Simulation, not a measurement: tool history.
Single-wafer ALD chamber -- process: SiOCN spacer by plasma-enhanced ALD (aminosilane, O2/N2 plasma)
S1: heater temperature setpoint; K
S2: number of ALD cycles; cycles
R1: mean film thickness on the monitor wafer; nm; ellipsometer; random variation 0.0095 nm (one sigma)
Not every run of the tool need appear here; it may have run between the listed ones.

Run 1, hour 0: S1 688.15 K, S2 53 cycles. Result: R1 2.8385 nm.
Run 2, hour 3.2: S1 688.15 K, S2 58 cycles. Result: R1 3.0893 nm.
Run 3, hour 10.1: S1 678.15 K, S2 58 cycles. Result: R1 3.2292 nm.
Run 4, hour 14.5: S1 682.15 K, S2 57 cycles. Result: R1 3.1179 nm.
Run 5, hour 17.5: S1 686.15 K, S2 56 cycles. Result: R1 3.034 nm.
Run 6, hour 26.3: S1 686.15 K, S2 59 cycles. Result: R1 3.1808 nm.
Run 7, hour 29.2: S1 698.15 K, S2 51 cycles. Result: R1 2.6327 nm.

For run 8, what comes out?
Run 8, hour 31.5: S1 700.15 K, S2 51 cycles. Result: R1 ?.

Run 8 yielded R1 2.6223 nm.

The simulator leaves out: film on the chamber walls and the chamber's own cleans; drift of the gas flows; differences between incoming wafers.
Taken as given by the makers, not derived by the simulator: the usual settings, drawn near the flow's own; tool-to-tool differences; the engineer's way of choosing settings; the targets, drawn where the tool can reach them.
